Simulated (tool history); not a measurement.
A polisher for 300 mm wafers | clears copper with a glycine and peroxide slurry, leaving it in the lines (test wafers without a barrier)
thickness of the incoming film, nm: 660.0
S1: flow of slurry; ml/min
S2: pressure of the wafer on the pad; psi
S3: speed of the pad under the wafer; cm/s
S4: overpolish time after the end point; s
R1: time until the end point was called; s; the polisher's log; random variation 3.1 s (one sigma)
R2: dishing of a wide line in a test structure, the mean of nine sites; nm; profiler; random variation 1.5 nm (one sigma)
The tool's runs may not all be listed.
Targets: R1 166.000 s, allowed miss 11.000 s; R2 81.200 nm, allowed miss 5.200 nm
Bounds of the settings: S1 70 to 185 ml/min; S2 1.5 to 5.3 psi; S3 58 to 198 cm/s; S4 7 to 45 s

run 1 hour=0.0 | S1=120 S2=3.4 S3=128 S4=23 | R1=96.599 R2=83.991
run 2 hour=7.6 | S1=120 S2=3.4 S3=128 S4=14 | R1=100.760 R2=61.452
run 3 hour=14.2 | S1=120 S2=3.4 S3=144 S4=14 | R1=90.435 R2=65.003
run 4 hour=17.9 | S1=120 S2=3.2 S3=142 S4=16 | R1=97.022 R2=65.981
run 5 hour=26.0 | S1=110 S2=3.2 S3=142 S4=16 | R1=96.818 R2=65.737
run 6 hour=34.4 | S1=85 S2=3.2 S3=142 S4=16 | R1=105.720 R2=66.473
run 7 hour=37.6 | S1=85 S2=3.1 S3=140 S4=18 | R1=109.240 R2=67.673
run 8 hour=43.8 | S1=85 S2=3.0 S3=138 S4=20 | R1=115.050 R2=69.112
run 9 hour=48.0 | S1=85 S2=2.9 S3=136 S4=21 | R1=118.170 R2=69.870
run 10 hour=56.2 | S1=85 S2=2.8 S3=134 S4=22 | R1=122.640 R2=71.103
run 11 hour=62.2 | S1=85 S2=2.7 S3=132 S4=23 | R1=126.420 R2=69.681
run 12 hour=70.3 | S1=85 S2=2.6 S3=130 S4=24 | R1=132.730 R2=68.527
run 13 hour=77.8 | S1=85 S2=2.6 S3=128 S4=25 | R1=130.110 R2=71.553
run 14 hour=79.0 | S1=85 S2=2.5 S3=126 S4=26 | R1=137.850 R2=71.946
run 15 hour=86.6 | S1=85 S2=2.5 S3=124 S4=27 | R1=139.870 R2=71.994
run 16 hour=94.4 | S1=85 S2=2.5 S3=122 S4=28 | R1=136.430 R2=73.615
run 17 hour=103.0 | S1=85 S2=2.4 S3=122 S4=29 | R1=145.150 R2=74.255
run 18 hour=112.0 | S1=85 S2=2.4 S3=122 S4=30 | R1=141.200 R2=74.606
run 19 hour=113.2 | S1=85 S2=2.4 S3=120 S4=31 | R1=148.300 R2=75.744

Which of these 4 next moves meets every target?
run A hour=114.4 | S1=80 S2=2.1 S3=78 S4=35 | R1=? R2=?
run B hour=114.4 | S1=70 S2=2.2 S3=110 S4=45 | R1=? R2=?
run C hour=114.4 | S1=100 S2=2.8 S3=108 S4=25 | R1=? R2=?
run D hour=114.4 | S1=70 S2=2.0 S3=130 S4=30 | R1=? R2=?

move=A R1=200.360 R2=68.477
move=B R1=170.550 R2=83.202
move=C R1=131.910 R2=72.272
move=D R1=169.620 R2=67.351
A: takes the result that was furthest off past its target
B: meets every target
C: further off than the last run
D: brings the result that was furthest off to its target, and leaves another outside
Answer: B

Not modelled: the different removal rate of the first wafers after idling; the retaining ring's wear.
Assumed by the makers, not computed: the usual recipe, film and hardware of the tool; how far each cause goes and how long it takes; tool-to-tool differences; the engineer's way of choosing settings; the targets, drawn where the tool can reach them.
